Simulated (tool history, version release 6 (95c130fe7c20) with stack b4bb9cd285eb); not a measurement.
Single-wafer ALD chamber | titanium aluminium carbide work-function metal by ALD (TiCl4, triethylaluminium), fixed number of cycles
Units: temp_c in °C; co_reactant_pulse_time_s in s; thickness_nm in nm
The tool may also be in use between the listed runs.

run,day,temp_c,co_reactant_pulse_time_s,thickness_nm
1,0.000,290,12.48,1.9429
2,0.271,290,10.54,1.9099
3,0.617,297,10.54,1.9935
4,0.683,290,9.78,1.8949
5,1.000,290,8.47,1.8586
6,1.300,298,8.47,1.9336

The next listed run, before its measurement:
7,1.433,292,7.78,?

Run 7 gave thickness_nm 1.8572 nm.

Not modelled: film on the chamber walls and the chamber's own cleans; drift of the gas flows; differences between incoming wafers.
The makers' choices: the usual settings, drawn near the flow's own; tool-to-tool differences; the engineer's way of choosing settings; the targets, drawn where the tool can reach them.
